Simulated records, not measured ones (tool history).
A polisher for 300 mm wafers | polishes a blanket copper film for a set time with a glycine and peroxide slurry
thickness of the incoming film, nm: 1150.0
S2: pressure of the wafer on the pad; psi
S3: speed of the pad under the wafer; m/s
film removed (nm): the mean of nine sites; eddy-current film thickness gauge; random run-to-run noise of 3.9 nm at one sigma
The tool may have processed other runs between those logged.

{"run": 1, "day": 0.0, "flow of slurry (ml/min)": 165, "S2": 3.5, "S3": 1.12, "polishing time (s)": 27, "film removed (nm)": 174.98}
{"run": 2, "day": 0.221, "flow of slurry (ml/min)": 165, "S2": 3.5, "S3": 1.12, "polishing time (s)": 25, "film removed (nm)": 162.89}
{"run": 3, "day": 0.254, "flow of slurry (ml/min)": 145, "S2": 3.5, "S3": 1.12, "polishing time (s)": 25, "film removed (nm)": 163.17}
{"run": 4, "day": 0.421, "flow of slurry (ml/min)": 145, "S2": 4.1, "S3": 1.2, "polishing time (s)": 25, "film removed (nm)": 199.98}
{"run": 5, "day": 0.592, "flow of slurry (ml/min)": 145, "S2": 3.3, "S3": 1.2, "polishing time (s)": 25, "film removed (nm)": 163.49}
{"run": 6, "day": 0.629, "flow of slurry (ml/min)": 145, "S2": 3.9, "S3": 1.26, "polishing time (s)": 25, "film removed (nm)": 195.37}

Forecast run 7:
{"run": 7, "day": 0.988, "flow of slurry (ml/min)": 145, "S2": 3.9, "S3": 1.26, "polishing time (s)": 25, "film removed (nm)": "?"}

{"run 7": {"film removed (nm)": 198.54}}
